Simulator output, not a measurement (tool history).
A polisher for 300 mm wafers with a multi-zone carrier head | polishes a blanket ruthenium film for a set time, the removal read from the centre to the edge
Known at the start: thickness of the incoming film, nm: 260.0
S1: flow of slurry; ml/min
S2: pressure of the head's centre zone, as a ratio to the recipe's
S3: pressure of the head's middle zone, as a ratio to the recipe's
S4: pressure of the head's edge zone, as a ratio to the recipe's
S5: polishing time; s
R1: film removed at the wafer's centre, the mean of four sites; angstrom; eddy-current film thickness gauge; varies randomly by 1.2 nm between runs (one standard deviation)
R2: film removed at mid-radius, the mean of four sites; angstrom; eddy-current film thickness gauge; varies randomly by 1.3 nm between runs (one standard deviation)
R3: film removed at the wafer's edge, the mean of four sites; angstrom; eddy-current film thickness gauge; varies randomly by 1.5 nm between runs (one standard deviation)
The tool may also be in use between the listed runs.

Run 1, hour 0: S1 305 ml/min, S2 1, S3 1, S4 1, S5 64 s. Result: R1 708.37 angstrom, R2 711.6 angstrom, R3 711.36 angstrom.
Run 2, hour 5.3: S1 305 ml/min, S2 1, S3 1, S4 1, S5 51 s. Result: R1 559.12 angstrom, R2 571.36 angstrom, R3 558.13 angstrom.
Run 3, hour 6.5: S1 305 ml/min, S2 0.93, S3 1, S4 1, S5 51 s. Result: R1 543.14 angstrom, R2 572.96 angstrom, R3 560.06 angstrom.
Run 4, hour 13.6: S1 305 ml/min, S2 1.01, S3 1, S4 1, S5 51 s. Result: R1 578.24 angstrom, R2 574.94 angstrom, R3 577.85 angstrom.
Run 5, hour 16.9: S1 300 ml/min, S2 0.99, S3 1.03, S4 1.05, S5 60 s. Result: R1 668.57 angstrom, R2 690.67 angstrom, R3 670.71 angstrom.
Run 6, hour 23.9: S1 295 ml/min, S2 0.94, S3 1.04, S4 1.07, S5 67 s. Result: R1 702.14 angstrom, R2 791.46 angstrom, R3 752.08 angstrom.
Run 7, hour 30.4: S1 295 ml/min, S2 0.93, S3 1.04, S4 1.09, S5 72 s. Result: R1 747.23 angstrom, R2 836.39 angstrom, R3 792.73 angstrom.
Run 8, hour 38.8: S1 285 ml/min, S2 0.91, S3 1.04, S4 1.11, S5 77 s. Result: R1 772.01 angstrom, R2 882.88 angstrom, R3 852.15 angstrom.

Estimate the outcome of run 9 from the log above:
At hour 46: slurry nozzle cleaned.
Run 9, hour 46: S1 280 ml/min, S2 0.91, S3 1.05, S4 1.13, S5 81 s. Result: R1 ?, R2 ?, R3 ?.

R1: 824.02 angstrom
R2: 994.21 angstrom
R3: 949.07 angstrom
